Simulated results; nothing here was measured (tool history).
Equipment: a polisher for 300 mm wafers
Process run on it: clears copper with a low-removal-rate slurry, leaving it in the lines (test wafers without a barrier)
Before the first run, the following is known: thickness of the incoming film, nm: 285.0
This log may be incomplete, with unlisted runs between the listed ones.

run  hour  flow of slurry (ml/min)  pressure of the wafer on the pad (psi)  speed of the pad under the wafer (cm/s)  abrasive content of the slurry  overpolish time after the end point (s)  time until the end point was called (s)  dishing of a wide line in a test structure (nm)
  1     0                      130                                       2                                      114                               1                                       12                                   130.68                                           20.282
  2   6.5                      150                                       2                                      114                               1                                       12                                   124.91                                           20.634
  3  11.1                      130                                       2                                      114                               1                                       12                                   124.35                                           19.894
  4  11.8                      120                                       2                                      116                               1                                       10                                    122.8                                           16.752
  5  19.4                      110                                       2                                      122                            0.95                                        9                                   125.96                                           15.558
  6  20.6                      105                                       2                                      118                             1.1                                        8                                   124.94                                           13.718
  7  25.4                      100                                     2.1                                      118                             1.2                                        7                                   117.95                                           12.593
  8  26.2                       80                                     2.7                                      102                            1.45                                        4                                   115.83                                           7.8219
  9  27.3                       90                                     2.8                                      102                            1.45                                        4                                    101.7                                           8.4415
 10  33.3                       95                                     2.8                                      102                            1.45                                        4                                   102.02                                            8.797

The next listed run, before its measurement:
 11  37.7                      100                                     2.8                                      102                            1.45                                        4                                        ?                                                ?

{"run 11": {"time until the end point was called (s)": 101.17, "dishing of a wide line in a test structure (nm)": 8.7247}}

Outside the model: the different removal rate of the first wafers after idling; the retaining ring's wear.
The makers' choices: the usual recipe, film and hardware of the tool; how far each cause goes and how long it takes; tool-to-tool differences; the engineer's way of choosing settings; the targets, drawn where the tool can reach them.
